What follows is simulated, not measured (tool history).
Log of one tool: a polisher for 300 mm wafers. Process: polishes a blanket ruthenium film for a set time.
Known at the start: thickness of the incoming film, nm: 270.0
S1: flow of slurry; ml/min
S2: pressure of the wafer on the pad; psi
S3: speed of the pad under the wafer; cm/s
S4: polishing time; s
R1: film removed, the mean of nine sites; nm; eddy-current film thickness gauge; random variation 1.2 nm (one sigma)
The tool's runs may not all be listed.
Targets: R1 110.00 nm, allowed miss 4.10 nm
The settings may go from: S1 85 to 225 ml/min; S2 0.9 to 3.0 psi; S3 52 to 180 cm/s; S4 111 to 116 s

run 1 day=0.000 | S1=145 S2=1.9 S3=116 S4=111 | R1=148.26
run 2 day=0.121 | S1=145 S2=2.3 S3=116 S4=111 | R1=176.39
run 3 day=0.292 | S1=170 S2=2.3 S3=116 S4=111 | R1=178.82
run 4 day=0.542 | S1=170 S2=2.2 S3=116 S4=111 | R1=173.82
run 5 day=0.854 | S1=170 S2=2.2 S3=144 S4=111 | R1=211.55
run 6 day=0.996 | S1=170 S2=2.2 S3=164 S4=111 | R1=238.86
run 7 day=1.058 | S1=170 S2=2.0 S3=160 S4=111 | R1=210.85
run 8 day=1.129 | S1=170 S2=1.8 S3=158 S4=111 | R1=185.04
-- day=1.208 head pressure recalibrated
run 9 day=1.208 | S1=170 S2=1.7 S3=158 S4=111 | R1=163.89
run 10 day=1.242 | S1=170 S2=1.6 S3=158 S4=111 | R1=152.66
run 11 day=1.404 | S1=170 S2=1.5 S3=158 S4=111 | R1=145.11
run 12 day=1.521 | S1=170 S2=1.4 S3=158 S4=111 | R1=135.48
run 13 day=1.583 | S1=170 S2=1.2 S3=158 S4=111 | R1=116.50

4 next moves are on the table. One of them brings every result within its allowed miss. Which?
run A day=1.646 | S1=160 S2=0.9 S3=176 S4=115 | R1=?
run B day=1.646 | S1=130 S2=1.5 S3=126 S4=116 | R1=?
run C day=1.646 | S1=185 S2=1.1 S3=160 S4=111 | R1=?
run D day=1.646 | S1=150 S2=1.6 S3=102 S4=113 | R1=?

move=A R1=101.01
move=B R1=117.77
move=C R1=109.67
move=D R1=102.57
A: takes the result that was furthest off past its target
B: further off than the last run
C: meets every target
D: takes the result that was furthest off past its target
The right move is C.

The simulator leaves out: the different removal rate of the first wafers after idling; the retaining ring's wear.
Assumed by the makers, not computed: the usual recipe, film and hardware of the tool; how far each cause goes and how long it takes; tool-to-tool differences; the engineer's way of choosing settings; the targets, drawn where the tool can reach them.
